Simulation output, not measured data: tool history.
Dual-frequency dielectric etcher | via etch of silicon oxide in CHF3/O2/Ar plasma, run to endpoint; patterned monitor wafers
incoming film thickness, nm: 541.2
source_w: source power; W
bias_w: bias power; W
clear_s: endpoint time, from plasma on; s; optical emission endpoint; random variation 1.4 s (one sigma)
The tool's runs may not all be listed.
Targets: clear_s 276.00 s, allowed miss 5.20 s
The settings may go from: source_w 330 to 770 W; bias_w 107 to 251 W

| run | day | source_w | bias_w | clear_s |
|---|---|---|---|---|
| 1 | 0.000 | 550 | 179 | 254.08 |
| 2 | 0.254 | 510 | 177 | 264.50 |
| 3 | 0.300 | 490 | 176 | 267.86 |
| 4 | 0.583 | 490 | 155 | 284.96 |
| 5 | 0.946 | 540 | 155 | 270.66 |
| 6 | 1.246 | 450 | 155 | 297.23 |
| 7 | 1.308 | 470 | 156 | 290.64 |
| 8 | 1.379 | 490 | 157 | 281.87 |

5 next moves are on the table. One of them brings every result within its allowed miss. Which?
| A | 1.450 | 460 | 165 | ? |
| B | 1.450 | 570 | 116 | ? |
| C | 1.450 | 480 | 154 | ? |
| D | 1.450 | 640 | 116 | ? |
| E | 1.450 | 450 | 162 | ? |

| move | clear_s |
|---|---|
| A | 286.73 |
| B | 291.42 |
| C | 287.57 |
| D | 274.38 |
| E | 292.34 |
A: further off than the last run
B: further off than the last run
C: further off than the last run
D: meets every target
E: further off than the last run
Answer: D
